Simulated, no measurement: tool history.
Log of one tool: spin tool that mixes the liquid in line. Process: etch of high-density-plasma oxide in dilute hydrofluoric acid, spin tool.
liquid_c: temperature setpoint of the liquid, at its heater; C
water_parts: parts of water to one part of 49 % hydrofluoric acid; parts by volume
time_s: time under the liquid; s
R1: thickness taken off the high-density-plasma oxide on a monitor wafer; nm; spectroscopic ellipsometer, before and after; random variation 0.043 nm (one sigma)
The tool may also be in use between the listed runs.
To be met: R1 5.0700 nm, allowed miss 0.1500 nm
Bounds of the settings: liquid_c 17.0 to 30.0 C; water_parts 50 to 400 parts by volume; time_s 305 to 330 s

{"run": 1, "day": 0.0, "liquid_c": 22.0, "water_parts": 225, "time_s": 305, "R1": 6.4014}
{"run": 2, "day": 0.233, "liquid_c": 21.0, "water_parts": 225, "time_s": 305, "R1": 6.122}
{"run": 3, "day": 0.554, "liquid_c": 20.5, "water_parts": 225, "time_s": 305, "R1": 5.9992}
{"run": 4, "day": 0.829, "liquid_c": 20.0, "water_parts": 225, "time_s": 305, "R1": 5.859}
{"run": 5, "day": 1.029, "liquid_c": 19.5, "water_parts": 225, "time_s": 305, "R1": 5.8101}
{"run": 6, "day": 1.158, "liquid_c": 19.0, "water_parts": 225, "time_s": 305, "R1": 5.6826}
{"run": 7, "day": 1.321, "liquid_c": 18.5, "water_parts": 225, "time_s": 305, "R1": 5.5771}
{"run": 8, "day": 1.65, "liquid_c": 18.0, "water_parts": 225, "time_s": 305, "R1": 5.5155}

Which of these 4 next moves meets every target?
{"run": "A", "day": 1.979, "liquid_c": 18.0, "water_parts": 235, "time_s": 325, "R1": "?"}
{"run": "B", "day": 1.979, "liquid_c": 17.5, "water_parts": 250, "time_s": 330, "R1": "?"}
{"run": "C", "day": 1.979, "liquid_c": 18.0, "water_parts": 270, "time_s": 330, "R1": "?"}
{"run": "D", "day": 1.979, "liquid_c": 22.0, "water_parts": 245, "time_s": 330, "R1": "?"}

move=A R1=5.4914
move=B R1=5.0735
move=C R1=4.7119
move=D R1=6.1898
A: nearer than the last run, and not there yet
B: meets every target
C: takes the result that was furthest off past its target
D: further off than the last run
The right move is B.
